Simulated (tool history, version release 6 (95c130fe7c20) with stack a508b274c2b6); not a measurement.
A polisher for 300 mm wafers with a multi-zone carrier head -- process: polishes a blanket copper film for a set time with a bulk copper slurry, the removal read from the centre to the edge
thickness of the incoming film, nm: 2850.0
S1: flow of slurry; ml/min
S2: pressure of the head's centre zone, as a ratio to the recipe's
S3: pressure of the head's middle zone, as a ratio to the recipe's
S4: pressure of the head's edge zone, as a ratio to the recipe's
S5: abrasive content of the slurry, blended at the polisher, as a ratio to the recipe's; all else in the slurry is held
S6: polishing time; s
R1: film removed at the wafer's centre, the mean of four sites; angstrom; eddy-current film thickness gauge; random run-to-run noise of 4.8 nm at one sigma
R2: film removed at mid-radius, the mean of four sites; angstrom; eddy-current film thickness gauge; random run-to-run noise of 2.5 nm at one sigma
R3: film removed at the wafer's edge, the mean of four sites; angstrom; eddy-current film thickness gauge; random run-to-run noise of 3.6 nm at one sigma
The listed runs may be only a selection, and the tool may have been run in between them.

run,day,S1,S2,S3,S4,S5,S6,R1,R2,R3
1,0,125,1,1,1,1,62,7938.3,8174.4,8134.3
2,0.112,120,1.01,0.98,0.97,0.9,55,6961.6,6863.2,6926.3
3,0.458,135,1.01,0.98,0.97,0.9,55,7185.8,7088.4,6930.9
4,0.654,135,0.99,0.96,0.94,0.8,50,6185.6,6134.3,5885.9
5,0.779,130,0.98,0.93,0.92,0.75,48,5602.6,5623.4,5653.6
6,0.925,130,0.98,0.84,0.92,0.75,48,5669.1,5163.8,5526

Forecast run 7:
7,1.104,130,0.98,0.84,0.92,0.75,48,?,?,?

R1: 5800.2 angstrom
R2: 5154.9 angstrom
R3: 5659.9 angstrom
